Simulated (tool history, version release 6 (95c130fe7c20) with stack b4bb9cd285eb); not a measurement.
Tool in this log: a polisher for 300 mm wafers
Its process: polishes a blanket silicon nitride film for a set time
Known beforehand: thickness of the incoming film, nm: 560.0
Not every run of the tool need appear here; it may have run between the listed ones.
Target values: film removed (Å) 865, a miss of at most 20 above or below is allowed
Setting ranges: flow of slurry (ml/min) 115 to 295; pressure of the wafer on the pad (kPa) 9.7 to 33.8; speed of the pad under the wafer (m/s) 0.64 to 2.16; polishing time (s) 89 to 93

run  hour  flow of slurry (ml/min)  pressure of the wafer on the pad (kPa)  speed of the pad under the wafer (m/s)  polishing time (s)  film removed (Å)
  1     0                      190                                    21.4                                     1.4                  89            1888.4
  2   1.9                      190                                    21.4                                     1.4                  89              1878
  3   8.3                      180                                    18.6                                     1.3                  89            1560.3
  4  10.1                      180                                    18.6                                    1.08                  89            1330.9
  5  16.3                      180                                    18.6                                    1.32                  89            1592.4
  6  24.8                      180                                    18.6                                     1.5                  89            1737.4
  7  25.6                      170                                    16.5                                    1.38                  89            1441.4
  8  30.9                      160                                    14.5                                    1.32                  89            1203.5
  9  36.4                      150                                    13.1                                    1.32                  89              1072
 10  42.8                      140                                    12.4                                    1.32                  89            1024.6
 11  51.6                      135                                    11.7                                    1.32                  89            952.08
 12  54.7                      130                                    11.7                                    1.32                  89            952.57
 13  62.3                      125                                    11.7                                    1.32                  89            947.49
 14  66.7                      120                                      11                                    1.32                  89            888.15
 15  74.7                      115                                    10.3                                    1.32                  89            817.58
 16  81.1                      120                                    10.3                                    1.32                  89            832.51
 17    88                      125                                    10.3                                    1.32                  89            840.75

Exactly one of the 4 candidate moves below puts every result within its allowed miss. Which one?
  A  94.9                      130                                     9.7                                    1.32                  93                 ?
  B  94.9                      140                                    13.8                                    1.02                  89                 ?
  C  94.9                      115                                     9.7                                     1.4                  89                 ?
  D  94.9                      120                                      11                                    1.22                  92                 ?

move  film removed (Å)
   A            830.97
   B            919.43
   C            812.54
   D            860.82
A: its largest miss is bigger than the last run's
B: moves the result that the last run missed by most past its target, out the other side
C: its largest miss is bigger than the last run's
D: every result within its allowed miss
So the answer is move D, the one that meets all the targets.

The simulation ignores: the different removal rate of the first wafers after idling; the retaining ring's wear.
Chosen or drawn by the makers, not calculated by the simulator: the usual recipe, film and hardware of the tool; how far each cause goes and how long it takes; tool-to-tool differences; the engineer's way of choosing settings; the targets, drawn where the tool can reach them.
